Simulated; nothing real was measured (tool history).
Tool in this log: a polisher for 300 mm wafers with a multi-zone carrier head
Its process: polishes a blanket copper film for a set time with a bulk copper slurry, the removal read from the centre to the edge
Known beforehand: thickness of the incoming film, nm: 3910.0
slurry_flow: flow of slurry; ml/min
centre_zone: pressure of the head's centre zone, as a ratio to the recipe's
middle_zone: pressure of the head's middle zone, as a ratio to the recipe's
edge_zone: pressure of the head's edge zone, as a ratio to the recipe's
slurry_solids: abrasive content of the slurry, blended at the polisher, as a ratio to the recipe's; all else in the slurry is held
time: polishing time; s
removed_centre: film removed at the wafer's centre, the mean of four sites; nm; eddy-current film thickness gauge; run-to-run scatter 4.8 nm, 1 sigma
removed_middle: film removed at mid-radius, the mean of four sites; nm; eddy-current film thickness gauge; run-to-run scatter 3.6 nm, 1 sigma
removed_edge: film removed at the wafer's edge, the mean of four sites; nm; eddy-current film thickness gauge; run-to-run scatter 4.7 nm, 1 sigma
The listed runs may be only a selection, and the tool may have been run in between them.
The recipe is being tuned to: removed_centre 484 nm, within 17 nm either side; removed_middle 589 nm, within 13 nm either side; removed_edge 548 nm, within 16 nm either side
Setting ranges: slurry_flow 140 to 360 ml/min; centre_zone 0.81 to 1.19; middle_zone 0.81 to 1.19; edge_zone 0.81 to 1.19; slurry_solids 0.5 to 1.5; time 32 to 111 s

Run 1, hour 0: slurry_flow 230 ml/min, centre_zone 1, middle_zone 1, edge_zone 1, slurry_solids 1, time 71 s. Result: removed_centre 530.11 nm, removed_middle 507.13 nm, removed_edge 501.8 nm.
Run 2, hour 4.3: slurry_flow 240 ml/min, centre_zone 0.98, middle_zone 1.02, edge_zone 1.02, slurry_solids 1, time 71 s. Result: removed_centre 516.1 nm, removed_middle 515.9 nm, removed_edge 511.6 nm.
Run 3, hour 13: slurry_flow 240 ml/min, centre_zone 0.98, middle_zone 1.08, edge_zone 1.02, slurry_solids 1, time 71 s. Result: removed_centre 533.02 nm, removed_middle 533.78 nm, removed_edge 510.85 nm.
Run 4, hour 17.1: slurry_flow 205 ml/min, centre_zone 0.98, middle_zone 1.08, edge_zone 1.02, slurry_solids 1, time 71 s. Result: removed_centre 507.84 nm, removed_middle 521.72 nm, removed_edge 502.8 nm.
Run 5, hour 19.2: slurry_flow 205 ml/min, centre_zone 0.98, middle_zone 1.08, edge_zone 1.02, slurry_solids 0.9, time 71 s. Result: removed_centre 494.33 nm, removed_middle 514.26 nm, removed_edge 493.65 nm.
Run 6, hour 24.9: slurry_flow 205 ml/min, centre_zone 0.98, middle_zone 1.08, edge_zone 1.02, slurry_solids 1, time 71 s. Result: removed_centre 503.82 nm, removed_middle 523.41 nm, removed_edge 509.25 nm.
Run 7, hour 28.1: slurry_flow 210 ml/min, centre_zone 0.96, middle_zone 1.1, edge_zone 1.02, slurry_solids 1, time 71 s. Result: removed_centre 498.12 nm, removed_middle 532.21 nm, removed_edge 492.66 nm.
Run 8, hour 29.9: slurry_flow 210 ml/min, centre_zone 0.95, middle_zone 1.11, edge_zone 1.05, slurry_solids 1.05, time 71 s. Result: removed_centre 505.08 nm, removed_middle 541.09 nm, removed_edge 507.46 nm.
Run 9, hour 36.5: slurry_flow 205 ml/min, centre_zone 0.93, middle_zone 1.12, edge_zone 1.07, slurry_solids 1.1, time 71 s. Result: removed_centre 494.05 nm, removed_middle 545.82 nm, removed_edge 517.95 nm.
At hour 45.2: centre zone pressure recalibrated.
Run 10, hour 45.2: slurry_flow 210 ml/min, centre_zone 0.92, middle_zone 1.13, edge_zone 1.08, slurry_solids 1.1, time 71 s. Result: removed_centre 459.89 nm, removed_middle 549.14 nm, removed_edge 532.98 nm.
Run 11, hour 46.9: slurry_flow 220 ml/min, centre_zone 0.92, middle_zone 1.14, edge_zone 1.08, slurry_solids 1.1, time 71 s. Result: removed_centre 474.09 nm, removed_middle 557.66 nm, removed_edge 532.12 nm.

Exactly one of the 5 candidate moves below puts every result within its allowed miss. Which one?
Run A, hour 48.6: slurry_flow 145 ml/min, centre_zone 0.91, middle_zone 1.14, edge_zone 1.01, slurry_solids 1.15, time 80 s. Result: removed_centre ?, removed_middle ?, removed_edge ?.
Run B, hour 48.6: slurry_flow 220 ml/min, centre_zone 0.95, middle_zone 1.13, edge_zone 1.01, slurry_solids 1.15, time 69 s. Result: removed_centre ?, removed_middle ?, removed_edge ?.
Run C, hour 48.6: slurry_flow 230 ml/min, centre_zone 0.96, middle_zone 1.06, edge_zone 1.15, slurry_solids 1, time 73 s. Result: removed_centre ?, removed_middle ?, removed_edge ?.
Run D, hour 48.6: slurry_flow 205 ml/min, centre_zone 0.97, middle_zone 1.19, edge_zone 1.08, slurry_solids 1.35, time 66 s. Result: removed_centre ?, removed_middle ?, removed_edge ?.
Run E, hour 48.6: slurry_flow 150 ml/min, centre_zone 0.98, middle_zone 1.06, edge_zone 1.08, slurry_solids 1.1, time 73 s. Result: removed_centre ?, removed_middle ?, removed_edge ?.

move  removed_centre  removed_middle  removed_edge
   A          483.91          593.63        547.34
   B          476.25          550.44        499.88
   C          497.79          544.81        546.96
   D           475.9          558.61        505.17
   E          475.49          514.64        512.77
A: hits every target within its allowed miss
B: misses by more than the last run did
C: misses by more than the last run did
D: misses by more than the last run did
E: misses by more than the last run did
A meets every target.
